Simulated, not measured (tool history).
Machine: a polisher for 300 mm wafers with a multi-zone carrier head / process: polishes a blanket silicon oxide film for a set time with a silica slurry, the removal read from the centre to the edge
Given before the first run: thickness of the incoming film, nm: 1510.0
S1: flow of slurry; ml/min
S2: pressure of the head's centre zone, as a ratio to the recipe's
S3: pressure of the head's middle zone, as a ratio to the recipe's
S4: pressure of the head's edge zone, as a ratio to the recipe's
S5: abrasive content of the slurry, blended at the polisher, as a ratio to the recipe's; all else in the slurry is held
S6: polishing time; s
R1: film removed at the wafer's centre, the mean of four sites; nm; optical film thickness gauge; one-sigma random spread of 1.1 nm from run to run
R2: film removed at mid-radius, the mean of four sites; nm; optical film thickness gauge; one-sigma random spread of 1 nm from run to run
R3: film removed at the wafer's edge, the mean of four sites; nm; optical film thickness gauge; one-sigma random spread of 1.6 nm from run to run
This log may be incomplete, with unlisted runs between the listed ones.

run 1 hour=0.0 | S1=125 S2=1.00 S3=1.00 S4=1.00 S5=1.0 S6=72 | R1=171.55 R2=178.48 R3=177.65
run 2 hour=8.8 | S1=110 S2=0.96 S3=0.98 S4=0.99 S5=1.0 S6=72 | R1=159.99 R2=170.63 R3=172.09
run 3 hour=15.5 | S1=100 S2=0.93 S3=0.96 S4=0.99 S5=1.0 S6=72 | R1=151.92 R2=163.84 R3=171.03
run 4 hour=16.6 | S1=100 S2=0.93 S3=0.96 S4=0.99 S5=1.1 S6=72 | R1=158.93 R2=173.21 R3=178.18
run 5 hour=18.7 | S1=95 S2=0.90 S3=0.94 S4=0.96 S5=1.1 S6=72 | R1=151.94 R2=167.44 R3=174.46
run 6 hour=25.6 | S1=95 S2=0.90 S3=0.86 S4=0.96 S5=1.1 S6=72 | R1=153.06 R2=153.59 R3=174.74
run 7 hour=27.9 | S1=90 S2=0.88 S3=0.87 S4=0.93 S5=1.1 S6=72 | R1=147.12 R2=154.10 R3=172.71
run 8 hour=29.8 | S1=85 S2=0.87 S3=0.88 S4=0.90 S5=1.1 S6=72 | R1=141.87 R2=154.21 R3=167.53
run 9 hour=37.8 | S1=85 S2=0.87 S3=0.88 S4=0.89 S5=1.1 S6=72 | R1=140.61 R2=152.22 R3=167.74

The next listed run, before its measurement:
run 10 hour=44.8 | S1=85 S2=0.87 S3=0.89 S4=0.87 S5=1.1 S6=72 | R1=? R2=? R3=?

R1: 140.79 nm
R2: 152.92 nm
R3: 166.45 nm
